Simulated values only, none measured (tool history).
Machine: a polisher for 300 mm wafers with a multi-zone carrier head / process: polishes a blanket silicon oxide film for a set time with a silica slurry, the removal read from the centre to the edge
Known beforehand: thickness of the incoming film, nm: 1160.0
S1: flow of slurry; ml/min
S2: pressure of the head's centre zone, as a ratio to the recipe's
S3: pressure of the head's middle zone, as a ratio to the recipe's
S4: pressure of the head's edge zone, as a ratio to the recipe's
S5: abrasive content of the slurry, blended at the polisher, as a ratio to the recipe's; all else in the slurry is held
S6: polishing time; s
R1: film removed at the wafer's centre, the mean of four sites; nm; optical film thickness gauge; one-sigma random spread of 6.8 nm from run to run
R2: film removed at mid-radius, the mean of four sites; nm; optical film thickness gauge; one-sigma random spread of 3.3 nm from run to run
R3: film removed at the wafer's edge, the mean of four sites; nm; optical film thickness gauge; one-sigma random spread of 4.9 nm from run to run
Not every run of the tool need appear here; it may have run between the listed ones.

| run | hour | S1 | S2 | S3 | S4 | S5 | S6 | R1 | R2 | R3 |
|---|---|---|---|---|---|---|---|---|---|---|
| 1 | 0.0 | 160 | 1.00 | 1.00 | 1.00 | 1.00 | 85 | 411.88 | 400.74 | 407.46 |
| 2 | 4.6 | 160 | 1.00 | 1.00 | 1.00 | 0.90 | 85 | 384.36 | 377.95 | 385.93 |
| 3 | 10.3 | 165 | 1.01 | 1.00 | 1.02 | 0.95 | 85 | 402.78 | 393.28 | 402.40 |
| 4 | 14.6 | 165 | 1.01 | 1.00 | 1.02 | 0.95 | 77 | 356.49 | 362.15 | 364.53 |
| 5 | 19.0 | 165 | 1.01 | 1.00 | 1.07 | 0.95 | 77 | 365.63 | 361.97 | 376.17 |
| 6 | 22.1 | 165 | 1.01 | 1.00 | 1.12 | 0.95 | 77 | 358.99 | 359.69 | 380.41 |

What will run 7 give?
| 7 | 28.0 | 165 | 1.02 | 1.00 | 1.12 | 1.00 | 77 | ? | ? | ? |

{"run 7": {"R1": 382.49, "R2": 368.38, "R3": 392.46}}
